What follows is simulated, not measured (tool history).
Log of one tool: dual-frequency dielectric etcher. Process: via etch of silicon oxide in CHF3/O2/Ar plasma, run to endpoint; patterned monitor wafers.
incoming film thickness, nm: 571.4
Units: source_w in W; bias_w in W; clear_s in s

| run | hour | source_w | bias_w | clear_s |
|---|---|---|---|---|
| 1 | 0 | 550 | 158 | 309.92 |
| 2 | 6 | 510 | 155 | 320.37 |
| 3 | 7.3 | 600 | 155 | 300.73 |
| 4 | 16.1 | 600 | 166 | 292.22 |
| 5 | 21.8 | 550 | 163 | 305.93 |
| 6 | 30 | 550 | 150 | 315.47 |
| 7 | 31.2 | 520 | 148 | 327.64 |
| 8 | 33.1 | 500 | 147 | 329.73 |

Run 9 comes next. What will it give?
| 9 | 42 | 480 | 146 | ? |

{"run 9": {"clear_s": 337.35}}

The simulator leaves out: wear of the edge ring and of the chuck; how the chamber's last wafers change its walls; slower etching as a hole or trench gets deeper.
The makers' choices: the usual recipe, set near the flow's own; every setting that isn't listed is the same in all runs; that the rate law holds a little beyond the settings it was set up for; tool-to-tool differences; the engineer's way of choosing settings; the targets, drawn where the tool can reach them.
